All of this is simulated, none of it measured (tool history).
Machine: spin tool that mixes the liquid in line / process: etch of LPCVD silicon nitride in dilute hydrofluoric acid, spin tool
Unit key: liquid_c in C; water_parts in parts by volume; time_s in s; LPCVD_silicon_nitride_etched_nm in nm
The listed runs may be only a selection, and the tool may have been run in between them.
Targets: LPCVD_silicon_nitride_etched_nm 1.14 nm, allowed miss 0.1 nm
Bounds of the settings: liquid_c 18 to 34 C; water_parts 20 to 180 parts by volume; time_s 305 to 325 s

run	day	liquid_c	water_parts	time_s	LPCVD_silicon_nitride_etched_nm
1	0	26	100	305	1.8226
2	0.054	25	105	305	1.6545
3	0.246	24	110	305	1.5044
4	0.367	24	110	325	1.5493
5	0.5	23.5	110	325	1.4472
6	0.812	23	110	325	1.3426
7	1.025	22.5	110	325	1.3826
8	1.208	22	110	325	1.3508
9	1.508	21.5	110	325	1.3175
10	1.842	21.5	110	325	1.2704
11	2.008	21	110	325	1.2689

5 candidate next runs follow, results not yet known. Just one meets every target within its allowed miss. Identify it.
A	2.175	20	125	310	?
B	2.175	21	115	310	?
C	2.175	22	100	325	?
D	2.175	23.5	120	325	?
E	2.175	20	90	325	?

move	LPCVD_silicon_nitride_etched_nm
A	0.96968
B	1.1252
C	1.4466
D	1.3355
E	1.4008
A: takes the biggest miss from the last run beyond its target
B: every result within its allowed miss
C: moves away from the targets compared with the last run
D: moves away from the targets compared with the last run
E: moves away from the targets compared with the last run
So the answer is move B, the one that meets all the targets.

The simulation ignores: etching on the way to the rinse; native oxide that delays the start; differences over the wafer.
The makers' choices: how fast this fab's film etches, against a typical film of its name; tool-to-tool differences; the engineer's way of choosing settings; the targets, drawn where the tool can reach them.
